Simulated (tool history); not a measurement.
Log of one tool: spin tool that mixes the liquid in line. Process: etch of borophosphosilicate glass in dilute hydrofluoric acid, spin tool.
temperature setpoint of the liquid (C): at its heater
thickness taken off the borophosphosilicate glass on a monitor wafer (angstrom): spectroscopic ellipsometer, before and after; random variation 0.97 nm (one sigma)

run  hour  temperature setpoint of the liquid (C)  parts of water to one part of 49 % hydrofluoric acid (parts by volume)  time under the liquid (s)  thickness taken off the borophosphosilicate glass on a monitor wafer (angstrom)
  1     0                                      23                                                                     250                        315                                                                           443.38
  2   3.6                                      25                                                                     215                        315                                                                           569.97
  3  10.3                                      25                                                                     215                        335                                                                            598.3
  4  15.3                                    26.5                                                                     185                        335                                                                           771.28
  5    23                                    27.5                                                                     175                        335                                                                           856.29
  6  26.3                                    27.5                                                                     175                        335                                                                           851.08
  7  35.3                                    28.5                                                                     165                        335                                                                           949.64
  8  36.8                                      29                                                                     160                        335                                                                           1003.2
  9  39.7                                      31                                                                     145                        335                                                                           1200.9

The next listed run, before its measurement:
 10  47.9                                    30.5                                                                     145                        335                                                                                ?

Run 10 gave thickness taken off the borophosphosilicate glass on a monitor wafer (angstrom) 1190.8.
